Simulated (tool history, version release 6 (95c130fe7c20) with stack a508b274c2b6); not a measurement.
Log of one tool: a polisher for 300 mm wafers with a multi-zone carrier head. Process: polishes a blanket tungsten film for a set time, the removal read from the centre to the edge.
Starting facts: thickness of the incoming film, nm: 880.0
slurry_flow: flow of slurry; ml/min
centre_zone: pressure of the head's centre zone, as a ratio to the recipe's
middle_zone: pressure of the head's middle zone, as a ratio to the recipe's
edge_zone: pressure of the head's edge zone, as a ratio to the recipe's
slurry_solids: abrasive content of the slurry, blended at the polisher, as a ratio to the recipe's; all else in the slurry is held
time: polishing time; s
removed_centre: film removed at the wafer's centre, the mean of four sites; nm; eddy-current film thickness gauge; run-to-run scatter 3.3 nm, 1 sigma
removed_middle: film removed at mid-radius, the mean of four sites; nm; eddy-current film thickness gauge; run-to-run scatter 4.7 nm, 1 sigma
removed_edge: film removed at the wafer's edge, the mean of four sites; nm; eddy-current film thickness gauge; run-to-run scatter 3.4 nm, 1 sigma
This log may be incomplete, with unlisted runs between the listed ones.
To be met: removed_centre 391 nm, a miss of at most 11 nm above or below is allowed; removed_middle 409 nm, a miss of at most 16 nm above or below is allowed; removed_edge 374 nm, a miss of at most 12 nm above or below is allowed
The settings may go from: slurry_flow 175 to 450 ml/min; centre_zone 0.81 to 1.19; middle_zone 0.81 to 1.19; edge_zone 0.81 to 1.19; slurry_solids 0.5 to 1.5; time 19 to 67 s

| run | hour | slurry_flow | centre_zone | middle_zone | edge_zone | slurry_solids | time | removed_centre | removed_middle | removed_edge |
|---|---|---|---|---|---|---|---|---|---|---|
| 1 | 0 | 290 | 1 | 1 | 1 | 1 | 43 | 257.71 | 259.96 | 260.26 |
| 2 | 3.1 | 295 | 1.02 | 1.03 | 1.02 | 1.1 | 44 | 278.08 | 280.14 | 278.98 |
| 3 | 11.3 | 305 | 1.03 | 1.06 | 1.03 | 1.2 | 45 | 292.51 | 302.08 | 291.05 |
| 4 | 11.9 | 305 | 1.03 | 1.06 | 1.07 | 1.2 | 45 | 296.82 | 302.05 | 296.71 |
| 5 | 16.7 | 305 | 1.03 | 1.06 | 1.13 | 1.2 | 45 | 299.7 | 301.63 | 306.59 |
| 6 | 21.1 | 310 | 1.04 | 1.08 | 1.14 | 1.25 | 46 | 312.46 | 313.62 | 317.94 |
| 7 | 29.2 | 315 | 1.05 | 1.1 | 1.14 | 1.3 | 47 | 325.66 | 332.41 | 330.82 |
| 8 | 30.3 | 320 | 1.06 | 1.12 | 1.14 | 1.35 | 48 | 337.14 | 349.3 | 339.77 |
| 9 | 31.5 | 325 | 1.07 | 1.13 | 1.14 | 1.4 | 49 | 349.16 | 366.75 | 344.72 |
| 10 | 40.2 | 325 | 1.08 | 1.14 | 1.15 | 1.4 | 49 | 359.3 | 363.75 | 350.13 |

Of the 4 settings listed for the next run, only one would bring every result within its allowed miss of target. Which one?
| A | 48.9 | 325 | 1.04 | 0.99 | 1.19 | 1.2 | 51 | ? | ? | ? |
| B | 48.9 | 315 | 1.11 | 1.18 | 1.14 | 1.4 | 53 | ? | ? | ? |
| C | 48.9 | 320 | 1.14 | 1.12 | 1.17 | 1.45 | 53 | ? | ? | ? |
| D | 48.9 | 340 | 0.99 | 1.19 | 0.9 | 1.5 | 52 | ? | ? | ? |

| move | removed_centre | removed_middle | removed_edge |
|---|---|---|---|
| A | 340.35 | 325.72 | 356.77 |
| B | 392.81 | 408.46 | 376 |
| C | 407.73 | 394.63 | 385.38 |
| D | 352.35 | 414.26 | 336.57 |
A: misses by more than the last run did
B: each result inside its tolerance
C: takes the biggest miss from the last run beyond its target
D: misses by more than the last run did
The move that meets every target is B.
